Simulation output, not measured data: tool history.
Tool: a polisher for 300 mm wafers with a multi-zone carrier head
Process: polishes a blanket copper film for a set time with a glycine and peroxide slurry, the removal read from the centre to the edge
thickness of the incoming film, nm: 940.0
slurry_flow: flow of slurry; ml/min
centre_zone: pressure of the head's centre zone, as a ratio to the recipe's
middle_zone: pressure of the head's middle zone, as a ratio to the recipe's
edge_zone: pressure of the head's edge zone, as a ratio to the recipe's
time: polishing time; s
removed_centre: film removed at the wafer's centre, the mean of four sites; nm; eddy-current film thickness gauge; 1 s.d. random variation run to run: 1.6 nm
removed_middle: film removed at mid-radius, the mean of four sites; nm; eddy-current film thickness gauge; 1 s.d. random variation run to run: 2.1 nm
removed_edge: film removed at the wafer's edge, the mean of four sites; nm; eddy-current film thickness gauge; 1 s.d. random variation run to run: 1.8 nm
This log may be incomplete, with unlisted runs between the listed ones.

run    day  slurry_flow  centre_zone  middle_zone  edge_zone  time  removed_centre  removed_middle  removed_edge
  1  0.000          210         1.00         1.00       1.00    47          346.73          342.89        335.10
  2  0.033          210         1.01         0.99       0.95    40          299.82          294.34        277.83
  3  0.246          210         1.02         0.97       0.91    36          271.10          259.46        247.94
  4  0.421          210         1.10         0.97       0.91    36          295.56          261.42        244.91
  5  0.642          210         1.10         1.02       0.91    36          295.25          269.43        242.53
  6  0.946          195         1.08         1.00       0.88    34          269.23          248.48        233.01

Estimate the outcome of run 7 from the log above:
  7  1.221          200         1.08         1.00       0.87    32               ?               ?             ?

{"run 7": {"removed_centre": 254.71, "removed_middle": 236.76, "removed_edge": 214.93}}

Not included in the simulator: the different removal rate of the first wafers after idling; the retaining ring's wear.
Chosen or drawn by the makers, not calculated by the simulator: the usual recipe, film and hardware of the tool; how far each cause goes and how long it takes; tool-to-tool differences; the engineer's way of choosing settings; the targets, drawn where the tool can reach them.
